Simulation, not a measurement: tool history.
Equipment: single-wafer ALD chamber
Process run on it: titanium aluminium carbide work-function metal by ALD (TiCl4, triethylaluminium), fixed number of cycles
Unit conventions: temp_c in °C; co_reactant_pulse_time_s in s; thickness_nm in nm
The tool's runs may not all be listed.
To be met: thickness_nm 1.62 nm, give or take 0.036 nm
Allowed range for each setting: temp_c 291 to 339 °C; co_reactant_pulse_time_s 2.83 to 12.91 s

run,day,temp_c,co_reactant_pulse_time_s,thickness_nm
1,0,315,7.87,1.7908
2,0.096,313,7.62,1.7666
3,0.45,311,7.4,1.7531
4,0.496,309,7.06,1.7336
5,0.55,309,5.71,1.6677
6,0.875,313,5.71,1.7102
7,0.954,312,5.57,1.6909
8,1.267,311,5.44,1.6826
9,1.35,310,5.32,1.6719
10,1.529,309,5.22,1.6549

Of the 5 settings listed for the next run, only one would bring every result within its allowed miss of target. Which one?
A,1.708,322,4.32,?
B,1.708,297,6.49,?
C,1.708,300,10.61,?
D,1.708,310,6.18,?
E,1.708,312,5.93,?

move,thickness_nm
A,1.7215
B,1.6274
C,1.742
D,1.7167
E,1.7226
A: its largest miss is bigger than the last run's
B: every result within its allowed miss
C: its largest miss is bigger than the last run's
D: its largest miss is bigger than the last run's
E: its largest miss is bigger than the last run's
B is the move that brings every result within its allowed miss.
